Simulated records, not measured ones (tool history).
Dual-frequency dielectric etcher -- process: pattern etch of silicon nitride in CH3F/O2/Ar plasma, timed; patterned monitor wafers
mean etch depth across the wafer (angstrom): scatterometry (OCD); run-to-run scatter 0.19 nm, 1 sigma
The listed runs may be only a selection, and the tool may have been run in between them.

run	hour	source power (W)	bias power (W)	etch time (s)	mean etch depth across the wafer (angstrom)
1	0	330	81	70	543.05
2	0.6	340	81	70	548.78
3	7.9	340	68	70	517.85
4	12.8	360	68	70	521.45
5	17.3	360	60	70	503.49
6	21.6	360	60	70	504.48
7	24.6	370	63	70	514.19
8	28.4	380	66	70	527.03
9	36.9	390	68	70	539.81
10	44	400	69	70	543.81

Run 11 has not been measured yet. What should we expect?
11	44.7	410	70	70	?

Logged for run 11: mean etch depth across the wafer (angstrom) 550.1.
